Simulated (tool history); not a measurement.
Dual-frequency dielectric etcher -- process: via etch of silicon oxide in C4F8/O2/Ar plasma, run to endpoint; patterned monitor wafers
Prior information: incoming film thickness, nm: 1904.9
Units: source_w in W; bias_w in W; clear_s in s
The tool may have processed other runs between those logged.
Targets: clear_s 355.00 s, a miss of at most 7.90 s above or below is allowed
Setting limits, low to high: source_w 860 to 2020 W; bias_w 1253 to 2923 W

run,day,source_w,bias_w,clear_s
1,0.000,1440,2088,383.06
2,0.042,1440,1927,386.01
3,0.308,1610,1927,373.29
4,0.379,1610,1712,391.05
5,0.612,1410,1712,405.47
6,0.838,1220,1712,425.85
7,0.917,1220,1712,428.37
8,1.250,1280,1737,416.87
9,1.388,1340,1763,405.91
10,1.767,1390,1787,405.52
11,2.104,1390,1787,405.54
12,2.221,1440,1808,396.98
13,2.354,1480,1826,390.82
14,2.512,1510,1840,395.20
15,2.604,1550,1875,383.54
16,2.771,1580,1888,380.29
17,2.808,1610,1900,373.40
18,2.904,1630,1906,373.90
# day 2.950: wet clean of the chamber
19,2.950,1630,1906,383.63
20,3.025,1660,1941,380.69
21,3.162,1690,1977,370.42
22,3.383,1710,1988,376.03
23,3.458,1730,2020,370.31
24,3.788,1750,2036,365.81

Which one of the following 5 next-run settings gets every result inside its allowed miss? There is exactly one.
A,4.117,1830,1687,?
B,4.117,1550,2210,?
C,4.117,1840,2201,?
D,4.117,1750,1853,?
E,4.117,1610,2106,?

move,clear_s
A,380.30
B,372.02
C,351.25
D,376.03
E,372.64
A: moves away from the targets compared with the last run
B: moves away from the targets compared with the last run
C: all results in spec
D: moves away from the targets compared with the last run
E: moves away from the targets compared with the last run
C meets every target.
